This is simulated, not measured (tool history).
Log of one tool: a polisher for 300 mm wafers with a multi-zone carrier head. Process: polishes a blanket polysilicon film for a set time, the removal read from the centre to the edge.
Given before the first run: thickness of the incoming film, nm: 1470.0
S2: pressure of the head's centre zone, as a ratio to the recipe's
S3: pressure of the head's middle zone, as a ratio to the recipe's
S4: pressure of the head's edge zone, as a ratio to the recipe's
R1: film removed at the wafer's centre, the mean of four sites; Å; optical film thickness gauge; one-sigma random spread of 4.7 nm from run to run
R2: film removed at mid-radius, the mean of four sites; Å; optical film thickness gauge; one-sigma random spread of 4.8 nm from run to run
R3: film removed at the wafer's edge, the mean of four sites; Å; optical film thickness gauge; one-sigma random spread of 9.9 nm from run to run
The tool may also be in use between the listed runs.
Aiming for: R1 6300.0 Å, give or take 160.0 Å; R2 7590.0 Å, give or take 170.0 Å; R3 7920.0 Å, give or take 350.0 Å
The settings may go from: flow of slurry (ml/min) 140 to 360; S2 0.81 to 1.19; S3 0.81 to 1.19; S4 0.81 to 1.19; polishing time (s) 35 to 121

Run 1, day 0.000: flow of slurry (ml/min) 230, S2 1.00, S3 1.00, S4 1.00, polishing time (s) 78. Result: R1 5431.9 Å, R2 5705.9 Å, R3 5696.0 Å.
Run 2, day 0.275: flow of slurry (ml/min) 230, S2 1.00, S3 1.00, S4 1.00, polishing time (s) 66. Result: R1 4590.9 Å, R2 4816.3 Å, R3 4859.4 Å.
Run 3, day 0.367: flow of slurry (ml/min) 230, S2 1.00, S3 1.00, S4 1.00, polishing time (s) 48. Result: R1 3395.6 Å, R2 3495.8 Å, R3 3421.6 Å.
Run 4, day 0.683: flow of slurry (ml/min) 230, S2 0.99, S3 1.01, S4 1.03, polishing time (s) 56. Result: R1 3898.6 Å, R2 4117.7 Å, R3 4072.0 Å.
Run 5, day 0.946: flow of slurry (ml/min) 230, S2 0.98, S3 1.02, S4 1.06, polishing time (s) 62. Result: R1 4228.1 Å, R2 4572.1 Å, R3 4580.1 Å.
Run 6, day 1.283: flow of slurry (ml/min) 230, S2 0.97, S3 1.03, S4 1.08, polishing time (s) 67. Result: R1 4561.0 Å, R2 4933.8 Å, R3 5087.3 Å.
Run 7, day 1.312: flow of slurry (ml/min) 235, S2 0.96, S3 1.05, S4 1.10, polishing time (s) 71. Result: R1 4701.9 Å, R2 5366.7 Å, R3 5402.1 Å.
Run 8, day 1.354: flow of slurry (ml/min) 230, S2 0.96, S3 1.06, S4 1.11, polishing time (s) 75. Result: R1 5040.3 Å, R2 5748.4 Å, R3 5502.1 Å.
Run 9, day 1.429: flow of slurry (ml/min) 250, S2 0.95, S3 1.06, S4 1.12, polishing time (s) 78. Result: R1 5222.1 Å, R2 5978.1 Å, R3 5885.0 Å.
Run 10, day 1.650: flow of slurry (ml/min) 245, S2 0.94, S3 1.06, S4 1.13, polishing time (s) 81. Result: R1 5330.1 Å, R2 6187.5 Å, R3 6215.4 Å.
Run 11, day 1.721: flow of slurry (ml/min) 250, S2 0.93, S3 1.06, S4 1.14, polishing time (s) 84. Result: R1 5444.1 Å, R2 6497.8 Å, R3 6323.0 Å.
Run 12, day 1.846: flow of slurry (ml/min) 235, S2 0.92, S3 1.05, S4 1.15, polishing time (s) 87. Result: R1 5602.0 Å, R2 6585.8 Å, R3 6725.9 Å.
Run 13, day 2.192: flow of slurry (ml/min) 230, S2 0.92, S3 1.05, S4 1.16, polishing time (s) 89. Result: R1 5704.1 Å, R2 6646.7 Å, R3 7054.9 Å.
Run 14, day 2.475: flow of slurry (ml/min) 230, S2 0.92, S3 1.05, S4 1.16, polishing time (s) 90. Result: R1 5716.5 Å, R2 6895.7 Å, R3 6830.5 Å.
Run 15, day 2.688: flow of slurry (ml/min) 250, S2 0.91, S3 1.05, S4 1.17, polishing time (s) 91. Result: R1 5823.0 Å, R2 6962.4 Å, R3 7167.7 Å.
Run 16, day 2.742: flow of slurry (ml/min) 255, S2 0.91, S3 1.05, S4 1.17, polishing time (s) 92. Result: R1 5942.4 Å, R2 6998.6 Å, R3 7153.9 Å.
Run 17, day 3.058: flow of slurry (ml/min) 245, S2 0.91, S3 1.05, S4 1.17, polishing time (s) 93. Result: R1 5943.5 Å, R2 7041.3 Å, R3 7317.7 Å.
Run 18, day 3.258: flow of slurry (ml/min) 245, S2 0.91, S3 1.05, S4 1.17, polishing time (s) 94. Result: R1 5912.0 Å, R2 7124.9 Å, R3 7306.7 Å.

Consider the 5 candidate settings below. Which is the only one whose results all fall within their allowed miss of target?
Run A, day 3.458: flow of slurry (ml/min) 320, S2 0.88, S3 1.02, S4 1.16, polishing time (s) 100. Result: R1 ?, R2 ?, R3 ?.
Run B, day 3.458: flow of slurry (ml/min) 220, S2 0.83, S3 0.82, S4 1.19, polishing time (s) 102. Result: R1 ?, R2 ?, R3 ?.
Run C, day 3.458: flow of slurry (ml/min) 260, S2 0.82, S3 1.11, S4 1.19, polishing time (s) 98. Result: R1 ?, R2 ?, R3 ?.
Run D, day 3.458: flow of slurry (ml/min) 225, S2 0.92, S3 0.84, S4 1.19, polishing time (s) 100. Result: R1 ?, R2 ?, R3 ?.
Run E, day 3.458: flow of slurry (ml/min) 265, S2 0.89, S3 1.19, S4 1.11, polishing time (s) 91. Result: R1 ?, R2 ?, R3 ?.

move      R1      R2      R3
   A  6281.7  7644.2  7881.4
   B  5812.0  6484.1  7960.0
   C  5624.1  7825.3  7714.6
   D  6338.0  6471.8  7815.1
   E  5685.8  7660.7  6913.4
A: each result inside its tolerance
B: further off than the last run
C: moves the result that the last run missed by most past its target, out the other side
D: further off than the last run
E: puts the biggest miss on target and leaves a different result outside tolerance
The move that meets every target is A.
